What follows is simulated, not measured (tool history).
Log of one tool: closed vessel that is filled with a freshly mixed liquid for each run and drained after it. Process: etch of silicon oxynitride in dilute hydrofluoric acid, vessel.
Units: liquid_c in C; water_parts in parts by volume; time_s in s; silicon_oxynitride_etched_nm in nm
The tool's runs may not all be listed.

Run 1, hour 0.0: liquid_c 24.0 C, water_parts 155 parts by volume, time_s 950 s. Result: silicon_oxynitride_etched_nm 8.0801 nm.
Run 2, hour 3.4: liquid_c 27.5 C, water_parts 155 parts by volume, time_s 950 s. Result: silicon_oxynitride_etched_nm 9.3548 nm.
Run 3, hour 4.4: liquid_c 27.5 C, water_parts 155 parts by volume, time_s 950 s. Result: silicon_oxynitride_etched_nm 9.2753 nm.
Run 4, hour 9.0: liquid_c 24.5 C, water_parts 155 parts by volume, time_s 950 s. Result: silicon_oxynitride_etched_nm 8.0684 nm.
Run 5, hour 16.0: liquid_c 23.0 C, water_parts 160 parts by volume, time_s 950 s. Result: silicon_oxynitride_etched_nm 7.3244 nm.
Run 6, hour 22.7: liquid_c 22.0 C, water_parts 165 parts by volume, time_s 950 s. Result: silicon_oxynitride_etched_nm 6.7919 nm.
Run 7, hour 30.6: liquid_c 21.0 C, water_parts 170 parts by volume, time_s 950 s. Result: silicon_oxynitride_etched_nm 6.3404 nm.

The next listed run, before its measurement:
Run 8, hour 36.4: liquid_c 20.0 C, water_parts 175 parts by volume, time_s 950 s. Result: silicon_oxynitride_etched_nm ?.

{"run 8": {"silicon_oxynitride_etched_nm": 5.8152}}

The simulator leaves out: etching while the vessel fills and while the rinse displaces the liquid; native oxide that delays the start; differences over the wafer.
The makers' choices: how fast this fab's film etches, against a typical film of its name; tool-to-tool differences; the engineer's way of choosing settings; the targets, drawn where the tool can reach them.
